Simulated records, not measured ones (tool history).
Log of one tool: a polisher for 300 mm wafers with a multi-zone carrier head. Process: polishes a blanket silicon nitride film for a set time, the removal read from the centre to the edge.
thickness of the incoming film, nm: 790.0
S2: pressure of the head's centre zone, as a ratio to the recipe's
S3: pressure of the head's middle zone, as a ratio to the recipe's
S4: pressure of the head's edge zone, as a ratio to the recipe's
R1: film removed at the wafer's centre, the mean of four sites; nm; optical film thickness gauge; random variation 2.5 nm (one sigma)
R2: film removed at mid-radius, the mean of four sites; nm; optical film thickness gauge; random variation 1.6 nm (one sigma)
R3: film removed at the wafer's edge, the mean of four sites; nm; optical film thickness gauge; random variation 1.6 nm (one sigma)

run 1 hour=0.0 | flow_of_slurry_(ml/min)=195 S2=1.00 S3=1.00 S4=1.00 polishing_time_(s)=75 | R1=238.32 R2=225.12 R3=222.24
run 2 hour=6.6 | flow_of_slurry_(ml/min)=195 S2=1.00 S3=1.00 S4=1.08 polishing_time_(s)=75 | R1=226.95 R2=220.01 R3=229.88
run 3 hour=12.2 | flow_of_slurry_(ml/min)=195 S2=1.00 S3=0.93 S4=1.08 polishing_time_(s)=75 | R1=235.19 R2=210.91 R3=227.14
run 4 hour=14.2 | flow_of_slurry_(ml/min)=195 S2=1.07 S3=0.93 S4=1.08 polishing_time_(s)=75 | R1=242.60 R2=212.55 R3=234.28
run 5 hour=18.8 | flow_of_slurry_(ml/min)=195 S2=1.07 S3=0.93 S4=1.08 polishing_time_(s)=66 | R1=212.88 R2=188.97 R3=203.05
run 6 hour=27.2 | flow_of_slurry_(ml/min)=220 S2=1.03 S3=1.01 S4=1.09 polishing_time_(s)=68 | R1=217.16 R2=207.94 R3=211.05
-- hour=34.5 centre zone pressure recalibrated
run 7 hour=34.5 | flow_of_slurry_(ml/min)=235 S2=0.99 S3=1.07 S4=1.11 polishing_time_(s)=70 | R1=212.13 R2=223.70 R3=223.18
run 8 hour=41.3 | flow_of_slurry_(ml/min)=250 S2=0.99 S3=1.11 S4=1.11 polishing_time_(s)=70 | R1=219.29 R2=232.35 R3=220.29

Run 9 comes next. What will it give?
run 9 hour=48.1 | flow_of_slurry_(ml/min)=260 S2=0.97 S3=1.14 S4=1.12 polishing_time_(s)=71 | R1=? R2=? R3=?

{"run 9": {"R1": 214.86, "R2": 240.84, "R3": 231.08}}

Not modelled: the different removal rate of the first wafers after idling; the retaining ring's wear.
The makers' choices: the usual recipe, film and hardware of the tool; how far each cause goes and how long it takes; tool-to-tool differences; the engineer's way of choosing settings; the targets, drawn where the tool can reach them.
